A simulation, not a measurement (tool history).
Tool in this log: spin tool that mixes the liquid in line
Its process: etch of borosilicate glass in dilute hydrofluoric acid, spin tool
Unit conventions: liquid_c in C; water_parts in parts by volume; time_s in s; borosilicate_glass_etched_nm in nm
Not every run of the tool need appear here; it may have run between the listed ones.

{"run": 1, "day": 0.0, "liquid_c": 25, "water_parts": 140, "time_s": 55, "borosilicate_glass_etched_nm": 13.039}
{"run": 2, "day": 0.188, "liquid_c": 26.5, "water_parts": 130, "time_s": 55, "borosilicate_glass_etched_nm": 15.204}
{"run": 3, "day": 0.254, "liquid_c": 28.5, "water_parts": 130, "time_s": 55, "borosilicate_glass_etched_nm": 16.203}
{"run": 4, "day": 0.446, "liquid_c": 29.5, "water_parts": 125, "time_s": 55, "borosilicate_glass_etched_nm": 17.725}
{"run": 5, "day": 0.571, "liquid_c": 30, "water_parts": 120, "time_s": 55, "borosilicate_glass_etched_nm": 18.926}
{"run": 6, "day": 0.671, "liquid_c": 30.5, "water_parts": 115, "time_s": 55, "borosilicate_glass_etched_nm": 20.285}
{"run": 7, "day": 1.033, "liquid_c": 31, "water_parts": 110, "time_s": 55, "borosilicate_glass_etched_nm": 21.732}

Run 8, settings as shown, results not yet in. Your forecast:
{"run": 8, "day": 1.146, "liquid_c": 31, "water_parts": 110, "time_s": 55, "borosilicate_glass_etched_nm": "?"}

For run 8 the tool returned borosilicate_glass_etched_nm 21.724 nm.
